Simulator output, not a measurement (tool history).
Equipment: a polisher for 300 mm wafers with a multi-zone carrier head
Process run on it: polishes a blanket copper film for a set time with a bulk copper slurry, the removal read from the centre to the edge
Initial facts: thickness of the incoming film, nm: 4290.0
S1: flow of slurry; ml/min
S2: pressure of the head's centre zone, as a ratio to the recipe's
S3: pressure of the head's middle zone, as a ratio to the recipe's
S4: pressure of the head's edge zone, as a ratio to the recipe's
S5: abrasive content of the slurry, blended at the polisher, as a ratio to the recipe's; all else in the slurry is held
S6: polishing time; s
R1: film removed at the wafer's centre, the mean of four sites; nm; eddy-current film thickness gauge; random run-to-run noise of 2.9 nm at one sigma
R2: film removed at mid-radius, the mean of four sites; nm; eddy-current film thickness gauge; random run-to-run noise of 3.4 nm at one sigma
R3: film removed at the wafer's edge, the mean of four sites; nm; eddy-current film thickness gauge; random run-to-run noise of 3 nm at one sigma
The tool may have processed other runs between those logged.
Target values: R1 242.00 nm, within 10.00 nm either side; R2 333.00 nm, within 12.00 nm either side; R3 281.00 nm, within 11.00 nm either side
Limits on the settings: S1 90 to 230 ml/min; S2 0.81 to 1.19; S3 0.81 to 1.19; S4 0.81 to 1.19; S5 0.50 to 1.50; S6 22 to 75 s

run	hour	S1	S2	S3	S4	S5	S6	R1	R2	R3
1	0.0	150	1.00	1.00	1.00	1.00	48	520.25	468.50	460.27
2	2.4	150	1.00	1.00	1.09	1.00	48	502.81	463.82	473.01
3	8.2	145	0.97	1.03	1.09	0.95	45	440.75	448.42	444.70
4	14.5	145	1.00	1.03	1.09	0.95	45	467.41	441.32	443.11
5	16.6	145	0.97	1.05	1.06	0.90	43	427.37	419.45	417.73
6	23.1	140	0.95	1.07	1.04	0.95	40	391.13	399.05	376.97
7	29.8	135	0.93	1.09	1.05	0.95	39	367.01	402.98	375.40
8	34.3	130	0.91	1.11	1.04	0.90	38	337.61	381.53	350.35
9	39.8	125	0.89	1.12	1.03	0.85	38	324.17	382.12	345.46
10	48.5	120	0.88	1.13	1.02	0.80	37	306.52	356.62	320.51
11	50.9	115	0.87	1.14	1.02	0.80	36	294.18	345.40	310.26
12	53.8	110	0.81	1.19	1.02	0.55	35	233.75	318.28	276.92
13	61.5	115	0.81	1.19	1.02	0.55	35	232.80	313.17	274.40

Consider the 5 candidate settings below. Which is the only one whose results all fall within their allowed miss of target?
A	69.2	105	0.81	1.19	0.96	0.55	37	?	?	?
B	69.2	130	0.81	1.16	1.00	0.50	33	?	?	?
C	69.2	150	0.84	1.13	1.06	0.60	29	?	?	?
D	69.2	110	0.89	1.16	1.07	0.50	34	?	?	?
E	69.2	105	0.81	1.19	1.02	0.50	35	?	?	?

move	R1	R2	R3
A	242.14	329.68	279.55
B	225.60	297.85	258.56
C	223.55	277.01	250.87
D	242.42	293.08	266.87
E	223.44	304.20	265.60
A: all results land within tolerance of their targets
B: misses by more than the last run did
C: misses by more than the last run did
D: misses by more than the last run did
E: misses by more than the last run did
Answer: A

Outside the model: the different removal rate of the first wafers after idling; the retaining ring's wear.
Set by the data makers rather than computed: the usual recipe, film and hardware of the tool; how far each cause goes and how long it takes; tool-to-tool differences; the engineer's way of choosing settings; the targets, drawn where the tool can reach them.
